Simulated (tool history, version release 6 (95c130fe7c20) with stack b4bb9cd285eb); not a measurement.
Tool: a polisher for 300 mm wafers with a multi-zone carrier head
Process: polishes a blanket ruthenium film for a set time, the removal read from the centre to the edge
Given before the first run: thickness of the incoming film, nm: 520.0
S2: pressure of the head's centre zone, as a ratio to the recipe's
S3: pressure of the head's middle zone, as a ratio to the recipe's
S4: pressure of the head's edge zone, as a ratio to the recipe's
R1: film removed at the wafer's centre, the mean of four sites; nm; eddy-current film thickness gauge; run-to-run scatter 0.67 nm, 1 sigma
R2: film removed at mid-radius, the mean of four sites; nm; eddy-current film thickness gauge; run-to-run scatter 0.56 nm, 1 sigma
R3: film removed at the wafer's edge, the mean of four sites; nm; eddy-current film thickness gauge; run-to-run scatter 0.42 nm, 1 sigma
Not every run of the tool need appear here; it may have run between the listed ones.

{"run": 1, "hour": 0.0, "flow of slurry (ml/min)": 140, "S2": 1, "S3": 1, "S4": 1, "polishing time (s)": 32, "R1": 37.6, "R2": 35.162, "R3": 36.451}
{"run": 2, "hour": 1.7, "flow of slurry (ml/min)": 140, "S2": 1, "S3": 0.92, "S4": 1, "polishing time (s)": 32, "R1": 37.49, "R2": 33.049, "R3": 36.865}
{"run": 3, "hour": 5.8, "flow of slurry (ml/min)": 140, "S2": 1, "S3": 0.92, "S4": 1, "polishing time (s)": 39, "R1": 45.254, "R2": 40.254, "R3": 44.669}
{"run": 4, "hour": 11.1, "flow of slurry (ml/min)": 160, "S2": 1, "S3": 0.92, "S4": 1, "polishing time (s)": 39, "R1": 46.915, "R2": 41.374, "R3": 45.586}
{"run": 5, "hour": 17.3, "flow of slurry (ml/min)": 170, "S2": 1.04, "S3": 0.94, "S4": 1.03, "polishing time (s)": 40, "R1": 50.622, "R2": 43.188, "R3": 47.707}
{"run": 6, "hour": 19.3, "flow of slurry (ml/min)": 180, "S2": 1.07, "S3": 0.95, "S4": 1.05, "polishing time (s)": 41, "R1": 53.838, "R2": 46.608, "R3": 50.629}
{"run": 7, "hour": 25.3, "flow of slurry (ml/min)": 185, "S2": 1.1, "S3": 0.94, "S4": 1.05, "polishing time (s)": 41, "R1": 55.57, "R2": 44.952, "R3": 50.064}
{"run": 8, "hour": 33.0, "flow of slurry (ml/min)": 190, "S2": 1.12, "S3": 0.95, "S4": 1.06, "polishing time (s)": 41, "R1": 56.686, "R2": 45.6, "R3": 50.899}

Run 9 comes next. What will it give?
{"run": 9, "hour": 38.3, "flow of slurry (ml/min)": 195, "S2": 1.14, "S3": 0.96, "S4": 1.06, "polishing time (s)": 41, "R1": "?", "R2": "?", "R3": "?"}

{"run 9": {"R1": 58.695, "R2": 46.324, "R3": 50.139}}

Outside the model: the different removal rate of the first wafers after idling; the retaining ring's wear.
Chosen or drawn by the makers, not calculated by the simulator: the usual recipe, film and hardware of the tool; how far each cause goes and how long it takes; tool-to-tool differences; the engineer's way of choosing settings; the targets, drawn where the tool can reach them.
